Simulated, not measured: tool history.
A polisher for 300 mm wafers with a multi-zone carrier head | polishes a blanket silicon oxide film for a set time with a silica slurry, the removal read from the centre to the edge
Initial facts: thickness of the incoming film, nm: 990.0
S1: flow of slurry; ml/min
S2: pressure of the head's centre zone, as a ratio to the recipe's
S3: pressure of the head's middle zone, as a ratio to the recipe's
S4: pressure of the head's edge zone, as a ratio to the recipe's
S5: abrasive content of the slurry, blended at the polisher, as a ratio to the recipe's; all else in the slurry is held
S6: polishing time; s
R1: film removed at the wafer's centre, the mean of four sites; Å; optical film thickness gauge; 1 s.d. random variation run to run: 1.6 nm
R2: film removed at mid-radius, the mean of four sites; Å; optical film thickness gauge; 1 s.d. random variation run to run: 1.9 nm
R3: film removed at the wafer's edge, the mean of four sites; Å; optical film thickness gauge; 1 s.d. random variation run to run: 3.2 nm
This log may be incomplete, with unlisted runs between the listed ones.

| run | day | S1 | S2 | S3 | S4 | S5 | S6 | R1 | R2 | R3 |
|---|---|---|---|---|---|---|---|---|---|---|
| 1 | 0 | 140 | 1 | 1 | 1 | 1 | 66 | 1973.5 | 1978.8 | 1892.4 |
| 2 | 0.079 | 170 | 1 | 1 | 1 | 1 | 66 | 2041.1 | 2072.1 | 1999.7 |
| 3 | 0.138 | 180 | 0.99 | 1.03 | 1.03 | 1 | 66 | 2053.3 | 2157.8 | 2005.9 |
| 4 | 0.325 | 195 | 0.99 | 1.03 | 1.03 | 1 | 66 | 2084.4 | 2153.8 | 2070.3 |
| 5 | 0.696 | 175 | 0.99 | 1.03 | 1.03 | 1 | 66 | 2036 | 2105.6 | 2012.8 |
| 6 | 0.825 | 175 | 0.99 | 0.98 | 1.03 | 1 | 66 | 2033 | 2028.2 | 2037 |
| 7 | 0.929 | 185 | 0.97 | 1.01 | 1.05 | 1.05 | 66 | 2062.3 | 2126.8 | 2037.3 |

The next listed run, before its measurement:
| 8 | 1.2 | 145 | 0.87 | 1.08 | 1.11 | 1.3 | 71 | ? | ? | ? |

R1: 2105.7 Å
R2: 2539.4 Å
R3: 2425.5 Å
